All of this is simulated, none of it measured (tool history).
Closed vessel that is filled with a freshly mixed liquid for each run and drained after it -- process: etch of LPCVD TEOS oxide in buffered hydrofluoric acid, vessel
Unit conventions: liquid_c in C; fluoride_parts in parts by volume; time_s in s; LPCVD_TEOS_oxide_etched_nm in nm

run 1 hour=0 | liquid_c=21 fluoride_parts=16 time_s=105 | LPCVD_TEOS_oxide_etched_nm=140.19
run 2 hour=4.5 | liquid_c=21 fluoride_parts=20 time_s=105 | LPCVD_TEOS_oxide_etched_nm=113.02
run 3 hour=7.3 | liquid_c=20.5 fluoride_parts=20 time_s=105 | LPCVD_TEOS_oxide_etched_nm=110.17
run 4 hour=9.2 | liquid_c=20.5 fluoride_parts=23 time_s=105 | LPCVD_TEOS_oxide_etched_nm=96.752
run 5 hour=11.7 | liquid_c=20.5 fluoride_parts=23 time_s=115 | LPCVD_TEOS_oxide_etched_nm=106.59
run 6 hour=14.6 | liquid_c=20 fluoride_parts=23 time_s=115 | LPCVD_TEOS_oxide_etched_nm=103.86
run 7 hour=21.2 | liquid_c=19.5 fluoride_parts=23 time_s=115 | LPCVD_TEOS_oxide_etched_nm=100.55

The next listed run, before its measurement:
run 8 hour=28.4 | liquid_c=19 fluoride_parts=23 time_s=115 | LPCVD_TEOS_oxide_etched_nm=?

Run 8 yielded LPCVD_TEOS_oxide_etched_nm 97.358 nm.

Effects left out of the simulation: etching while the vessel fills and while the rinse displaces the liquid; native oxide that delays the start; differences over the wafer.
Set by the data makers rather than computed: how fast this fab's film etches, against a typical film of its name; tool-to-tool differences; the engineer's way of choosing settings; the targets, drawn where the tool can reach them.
